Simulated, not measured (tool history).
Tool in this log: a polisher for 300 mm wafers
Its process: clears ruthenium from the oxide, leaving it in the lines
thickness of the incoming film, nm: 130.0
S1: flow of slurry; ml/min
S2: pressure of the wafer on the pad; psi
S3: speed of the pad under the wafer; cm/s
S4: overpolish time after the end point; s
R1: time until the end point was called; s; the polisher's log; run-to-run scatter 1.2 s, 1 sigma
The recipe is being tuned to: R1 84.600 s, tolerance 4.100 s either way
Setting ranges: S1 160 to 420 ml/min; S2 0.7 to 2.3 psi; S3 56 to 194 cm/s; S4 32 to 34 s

| run | hour | S1 | S2 | S3 | S4 | R1 |
|---|---|---|---|---|---|---|
| 1 | 0.0 | 270 | 1.5 | 124 | 32 | 116.450 |
| 2 | 5.2 | 270 | 1.7 | 126 | 32 | 100.020 |
| 3 | 7.9 | 270 | 1.8 | 126 | 32 | 93.668 |
| 4 | 9.4 | 335 | 1.8 | 126 | 32 | 92.316 |
| 5 | 15.5 | 385 | 1.8 | 126 | 32 | 93.621 |
| 6 | 20.9 | 385 | 1.6 | 126 | 32 | 104.000 |
| 7 | 23.8 | 385 | 1.7 | 126 | 32 | 97.798 |
| 8 | 32.2 | 385 | 1.8 | 126 | 32 | 93.501 |

Which of these 4 next moves meets every target?
| A | 40.6 | 370 | 1.7 | 134 | 33 | ? |
| B | 40.6 | 355 | 2.3 | 110 | 32 | ? |
| C | 40.6 | 420 | 1.9 | 112 | 32 | ? |
| D | 40.6 | 420 | 2.0 | 136 | 32 | ? |

| move | R1 |
|---|---|
| A | 91.827 |
| B | 83.025 |
| C | 97.153 |
| D | 76.546 |
A: nearer than the last run, and not there yet
B: hits every target within its allowed miss
C: further off than the last run
D: moves the result that the last run missed by most past its target, out the other side
B is the move that brings every result within its allowed miss.
